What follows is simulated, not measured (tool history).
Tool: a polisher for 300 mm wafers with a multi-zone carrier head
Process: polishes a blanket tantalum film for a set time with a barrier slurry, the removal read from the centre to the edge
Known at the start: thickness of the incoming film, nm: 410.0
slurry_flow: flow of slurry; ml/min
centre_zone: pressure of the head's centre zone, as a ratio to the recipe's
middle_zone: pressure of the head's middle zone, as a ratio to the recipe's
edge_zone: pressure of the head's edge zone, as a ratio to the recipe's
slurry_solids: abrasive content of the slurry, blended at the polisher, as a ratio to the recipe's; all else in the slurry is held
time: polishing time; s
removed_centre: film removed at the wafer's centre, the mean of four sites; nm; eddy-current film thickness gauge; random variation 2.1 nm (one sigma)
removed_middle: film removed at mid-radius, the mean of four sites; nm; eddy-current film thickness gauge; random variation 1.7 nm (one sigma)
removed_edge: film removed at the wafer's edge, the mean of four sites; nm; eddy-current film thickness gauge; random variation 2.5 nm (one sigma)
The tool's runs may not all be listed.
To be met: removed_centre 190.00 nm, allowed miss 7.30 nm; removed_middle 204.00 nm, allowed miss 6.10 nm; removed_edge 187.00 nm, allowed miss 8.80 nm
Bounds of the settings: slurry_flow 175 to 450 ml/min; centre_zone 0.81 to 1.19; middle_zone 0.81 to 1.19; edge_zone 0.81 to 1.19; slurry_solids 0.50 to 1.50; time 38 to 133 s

run 1 hour=0.0 | slurry_flow=290 centre_zone=1.00 middle_zone=1.00 edge_zone=1.00 slurry_solids=1.00 time=85 | removed_centre=136.49 removed_middle=142.35 removed_edge=137.42
run 2 hour=7.6 | slurry_flow=290 centre_zone=1.00 middle_zone=1.00 edge_zone=1.00 slurry_solids=1.00 time=101 | removed_centre=164.20 removed_middle=167.48 removed_edge=168.28
run 3 hour=8.9 | slurry_flow=295 centre_zone=1.01 middle_zone=1.02 edge_zone=1.01 slurry_solids=1.00 time=101 | removed_centre=167.16 removed_middle=168.88 removed_edge=163.62
run 4 hour=12.3 | slurry_flow=295 centre_zone=0.98 middle_zone=1.02 edge_zone=1.01 slurry_solids=1.00 time=101 | removed_centre=159.62 removed_middle=170.71 removed_edge=166.82
run 5 hour=17.2 | slurry_flow=295 centre_zone=1.04 middle_zone=1.02 edge_zone=1.01 slurry_solids=1.00 time=101 | removed_centre=171.00 removed_middle=170.64 removed_edge=169.49
run 6 hour=17.9 | slurry_flow=295 centre_zone=1.04 middle_zone=1.03 edge_zone=1.02 slurry_solids=1.05 time=101 | removed_centre=170.13 removed_middle=174.78 removed_edge=167.30
run 7 hour=25.8 | slurry_flow=295 centre_zone=1.04 middle_zone=1.03 edge_zone=1.02 slurry_solids=1.10 time=102 | removed_centre=177.09 removed_middle=176.53 removed_edge=171.68
run 8 hour=32.1 | slurry_flow=295 centre_zone=1.04 middle_zone=1.04 edge_zone=1.03 slurry_solids=1.15 time=102 | removed_centre=176.36 removed_middle=182.48 removed_edge=176.21
run 9 hour=38.1 | slurry_flow=295 centre_zone=1.04 middle_zone=1.05 edge_zone=1.03 slurry_solids=1.15 time=102 | removed_centre=178.16 removed_middle=181.33 removed_edge=179.19
run 10 hour=40.1 | slurry_flow=300 centre_zone=1.04 middle_zone=1.06 edge_zone=1.03 slurry_solids=1.15 time=102 | removed_centre=181.86 removed_middle=187.11 removed_edge=174.09
run 11 hour=47.4 | slurry_flow=300 centre_zone=1.04 middle_zone=1.06 edge_zone=1.04 slurry_solids=1.15 time=102 | removed_centre=179.44 removed_middle=187.89 removed_edge=181.59

4 next moves are on the table. One of them brings every result within its allowed miss. Which?
run A hour=54.7 | slurry_flow=335 centre_zone=1.01 middle_zone=1.09 edge_zone=0.97 slurry_solids=1.25 time=106 | removed_centre=? removed_middle=? removed_edge=?
run B hour=54.7 | slurry_flow=430 centre_zone=1.04 middle_zone=1.09 edge_zone=1.14 slurry_solids=0.90 time=125 | removed_centre=? removed_middle=? removed_edge=?
run C hour=54.7 | slurry_flow=245 centre_zone=1.02 middle_zone=0.99 edge_zone=1.01 slurry_solids=1.35 time=116 | removed_centre=? removed_middle=? removed_edge=?
run D hour=54.7 | slurry_flow=340 centre_zone=1.08 middle_zone=1.00 edge_zone=1.13 slurry_solids=1.10 time=117 | removed_centre=? removed_middle=? removed_edge=?

move=A removed_centre=189.22 removed_middle=203.24 removed_edge=181.42
move=B removed_centre=213.49 removed_middle=222.11 removed_edge=208.84
move=C removed_centre=204.79 removed_middle=201.74 removed_edge=199.89
move=D removed_centre=216.11 removed_middle=201.76 removed_edge=204.49
A: meets every target
B: takes the result that was furthest off past its target
C: brings the result that was furthest off to its target, and leaves another outside
D: brings the result that was furthest off to its target, and leaves another outside
Move A is the one to make.
